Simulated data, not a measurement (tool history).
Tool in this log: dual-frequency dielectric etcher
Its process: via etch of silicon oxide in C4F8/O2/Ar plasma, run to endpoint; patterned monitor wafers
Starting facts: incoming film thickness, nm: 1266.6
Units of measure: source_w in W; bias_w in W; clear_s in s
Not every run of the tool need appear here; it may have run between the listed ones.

run  hour  source_w  bias_w  clear_s
  1   0.0      1590    2780   263.46
  2   5.0      1350    2780   275.71
  3  11.3      1100    2780   291.82
  4  14.9      1100    3120   280.02
  5  21.0      1180    3136   276.96
  6  27.7      1070    3136   283.89

What will run 7 give?
  7  28.5      1150    3156        ?

{"run 7": {"clear_s": 277.78}}
